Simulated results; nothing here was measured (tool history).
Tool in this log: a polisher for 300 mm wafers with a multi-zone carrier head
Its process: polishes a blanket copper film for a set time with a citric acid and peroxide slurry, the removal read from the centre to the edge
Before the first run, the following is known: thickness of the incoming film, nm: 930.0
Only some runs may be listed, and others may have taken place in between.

run  hour  flow of slurry (ml/min)  pressure of the head's centre zone  pressure of the head's middle zone  pressure of the head's edge zone  abrasive content of the slurry  polishing time (s)  film removed at the wafer's centre (nm)  film removed at mid-radius (nm)  film removed at the wafer's edge (nm)
  1     0                      240                                   1                                   1                                 1                               1                  78                                   168.64                           173.59                                  170.9
  2   8.7                      240                                   1                                   1                                 1                             0.9                  78                                   165.62                           170.85                                 173.16
  3   9.3                      240                                0.97                                   1                                 1                             0.9                  78                                   160.02                           167.04                                 166.11
  4    18                      240                                0.97                                1.05                                 1                             0.9                  78                                   159.57                           178.57                                 172.62
  5  26.1                      250                                1.01                                1.07                              1.04                             0.9                  78                                   167.25                           178.87                                 174.83
  6  28.4                      250                                1.09                                1.07                              1.04                             0.9                  78                                   178.31                           179.49                                 175.99
  7  31.8                      250                                1.08                                1.08                              1.07                               1                  80                                   190.83                           190.83                                 186.38

Run 8 is up next; what results do you expect?
  8  38.8                      250                                1.06                                1.09                               1.1                               1                  81                                        ?                                ?                                      ?

{"run 8": {"film removed at the wafer's centre (nm)": 187.76, "film removed at mid-radius (nm)": 194.9, "film removed at the wafer's edge (nm)": 195.76}}

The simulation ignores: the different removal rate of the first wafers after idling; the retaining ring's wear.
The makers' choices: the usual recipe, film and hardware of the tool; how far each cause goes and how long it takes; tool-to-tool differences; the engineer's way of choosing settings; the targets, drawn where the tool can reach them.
